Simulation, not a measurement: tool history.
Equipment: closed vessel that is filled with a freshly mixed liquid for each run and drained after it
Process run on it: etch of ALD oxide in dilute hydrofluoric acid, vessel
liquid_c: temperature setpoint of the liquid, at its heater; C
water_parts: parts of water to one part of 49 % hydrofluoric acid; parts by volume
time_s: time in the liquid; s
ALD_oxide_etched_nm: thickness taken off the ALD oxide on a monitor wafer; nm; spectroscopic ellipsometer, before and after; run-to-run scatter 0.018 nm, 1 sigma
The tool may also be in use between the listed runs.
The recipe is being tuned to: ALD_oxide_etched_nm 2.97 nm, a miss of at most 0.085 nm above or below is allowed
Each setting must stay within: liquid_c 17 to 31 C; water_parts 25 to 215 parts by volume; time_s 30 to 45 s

run	hour	liquid_c	water_parts	time_s	ALD_oxide_etched_nm
1	0	23	120	45	5.8371
2	8.2	22	130	45	5.1482
3	8.9	24.5	130	45	5.6516
4	11.4	24.5	130	45	5.6455
5	12.6	22.5	130	45	5.2211
6	19.5	22.5	130	30	3.4951
7	23	22	130	30	3.4121
8	24.5	21.5	130	30	3.3364
9	26.7	21	130	30	3.2683

Exactly one of the 5 candidate moves below puts every result within its allowed miss. Which one?
A	28.9	20.5	160	35	?
B	28.9	21.5	170	45	?
C	28.9	25	150	30	?
D	28.9	21.5	145	35	?
E	28.9	20.5	120	30	?

move	ALD_oxide_etched_nm
A	2.9392
B	3.6598
C	3.2324
D	3.4276
E	3.5057
A: every result lands within tolerance
B: lands further from the targets than the last run did
C: closer than the last run, but not yet in spec
D: lands further from the targets than the last run did
E: lands further from the targets than the last run did
So the answer is move A, the one that meets all the targets.

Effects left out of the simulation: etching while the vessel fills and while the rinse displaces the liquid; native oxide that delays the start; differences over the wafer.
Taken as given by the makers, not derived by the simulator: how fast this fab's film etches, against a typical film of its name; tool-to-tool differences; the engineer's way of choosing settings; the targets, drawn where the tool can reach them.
